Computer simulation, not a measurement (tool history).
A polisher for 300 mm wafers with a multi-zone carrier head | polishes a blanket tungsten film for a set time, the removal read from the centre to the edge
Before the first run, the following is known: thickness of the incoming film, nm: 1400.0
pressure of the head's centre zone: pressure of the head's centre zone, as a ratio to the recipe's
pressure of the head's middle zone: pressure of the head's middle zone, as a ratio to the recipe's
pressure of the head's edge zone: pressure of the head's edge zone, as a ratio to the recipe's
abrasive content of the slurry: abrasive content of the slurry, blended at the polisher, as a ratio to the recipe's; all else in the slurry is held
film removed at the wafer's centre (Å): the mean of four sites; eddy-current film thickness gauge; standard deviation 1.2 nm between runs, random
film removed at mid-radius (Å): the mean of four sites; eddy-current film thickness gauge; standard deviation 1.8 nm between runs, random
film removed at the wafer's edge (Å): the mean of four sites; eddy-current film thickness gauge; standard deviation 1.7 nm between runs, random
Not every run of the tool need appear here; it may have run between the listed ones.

run,hour,flow of slurry (ml/min),pressure of the head's centre zone,pressure of the head's middle zone,pressure of the head's edge zone,abrasive content of the slurry,polishing time (s),film removed at the wafer's centre (Å),film removed at mid-radius (Å),film removed at the wafer's edge (Å)
1,0,300,1,1,1,1,47,2239.9,2150.6,2280.2
2,2.9,300,1,0.96,1,1,47,2225.8,2135.3,2251.5
3,8.4,230,1,0.96,1,1,47,2156.9,2135,2165.5
4,10.9,230,1,0.96,1.04,1,47,2171.6,2079.9,2196.6
5,14.5,230,1,0.96,1.04,1,37,1693.3,1675.3,1802.3
6,15.5,305,1,0.96,1.04,1,37,1767.5,1658.9,1742.6
7,17.3,315,0.99,0.95,1.03,0.95,37,1730.2,1681.5,1755.5
8,21.5,320,0.99,0.95,1.04,0.9,36,1665.5,1625.3,1683.3

What will run 9 give?
9,25.9,330,0.91,0.87,0.94,0.65,35,?,?,?

{"run 9": {"film removed at the wafer's centre (Å)": 1410.8, "film removed at mid-radius (Å)": 1355.1, "film removed at the wafer's edge (Å)": 1489.9}}
